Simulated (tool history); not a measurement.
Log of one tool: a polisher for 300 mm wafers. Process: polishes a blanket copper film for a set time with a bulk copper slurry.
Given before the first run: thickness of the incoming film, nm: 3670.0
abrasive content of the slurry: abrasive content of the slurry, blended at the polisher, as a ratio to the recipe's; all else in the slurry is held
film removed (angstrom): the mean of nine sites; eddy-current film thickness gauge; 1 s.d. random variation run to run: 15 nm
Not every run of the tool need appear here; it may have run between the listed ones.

run	hour	flow of slurry (ml/min)	pressure of the wafer on the pad (kPa)	speed of the pad under the wafer (cm/s)	abrasive content of the slurry	polishing time (s)	film removed (angstrom)
1	0	290	13.8	116	1	72	5795
2	1.9	290	13.8	106	1	72	5239.7
3	4	290	15.2	110	1	72	6089.7
4	5.8	290	15.2	110	0.9	72	5838.6
5	13.7	290	16.5	114	0.9	72	6681
6	21	290	16.5	140	0.9	72	8133.3

Run 7 comes next. What will it give?
7	23.8	290	17.2	140	0.9	72	?

film removed (angstrom): 8543.6

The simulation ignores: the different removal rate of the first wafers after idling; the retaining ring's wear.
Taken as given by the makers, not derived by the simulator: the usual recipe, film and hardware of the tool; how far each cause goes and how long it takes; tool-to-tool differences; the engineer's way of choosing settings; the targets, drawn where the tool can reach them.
